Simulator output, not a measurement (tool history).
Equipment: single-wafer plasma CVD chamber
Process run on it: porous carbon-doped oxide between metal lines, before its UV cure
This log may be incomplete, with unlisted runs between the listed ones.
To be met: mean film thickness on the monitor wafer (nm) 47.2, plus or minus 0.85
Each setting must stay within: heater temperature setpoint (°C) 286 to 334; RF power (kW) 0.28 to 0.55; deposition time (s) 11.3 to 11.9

| run | day | heater temperature setpoint (°C) | RF power (kW) | deposition time (s) | mean film thickness on the monitor wafer (nm) |
|---|---|---|---|---|---|
| 1 | 0 | 310 | 0.415 | 11.9 | 53.838 |
| 2 | 0.129 | 303 | 0.415 | 11.9 | 56.191 |
| 3 | 0.329 | 309 | 0.41 | 11.9 | 53.94 |
| 4 | 0.458 | 320 | 0.41 | 11.9 | 49.986 |
| 5 | 0.825 | 320 | 0.45 | 11.9 | 52.848 |
| 6 | 1.129 | 323 | 0.445 | 11.9 | 52.124 |
| 7 | 1.208 | 325 | 0.44 | 11.9 | 50.982 |
| 8 | 1.425 | 327 | 0.435 | 11.9 | 50.144 |
| 9 | 1.562 | 328 | 0.43 | 11.9 | 50.09 |
| 10 | 1.692 | 329 | 0.425 | 11.9 | 49.201 |
| 11 | 1.783 | 330 | 0.42 | 11.9 | 48.972 |

Pick the move, out of 5, that brings all results within their allowed miss; only one does.
| A | 1.875 | 334 | 0.45 | 11.3 | ? |
| B | 1.875 | 328 | 0.435 | 11.7 | ? |
| C | 1.875 | 323 | 0.415 | 11.9 | ? |
| D | 1.875 | 332 | 0.445 | 11.9 | ? |
| E | 1.875 | 321 | 0.44 | 11.9 | ? |

| move | mean film thickness on the monitor wafer (nm) |
|---|---|
| A | 46.805 |
| B | 48.89 |
| C | 49.674 |
| D | 49.364 |
| E | 51.918 |
A: every result lands within tolerance
B: just as far off the targets as the last run
C: the biggest miss grows against the last run
D: the biggest miss grows against the last run
E: the biggest miss grows against the last run
Go with A: it meets all targets.

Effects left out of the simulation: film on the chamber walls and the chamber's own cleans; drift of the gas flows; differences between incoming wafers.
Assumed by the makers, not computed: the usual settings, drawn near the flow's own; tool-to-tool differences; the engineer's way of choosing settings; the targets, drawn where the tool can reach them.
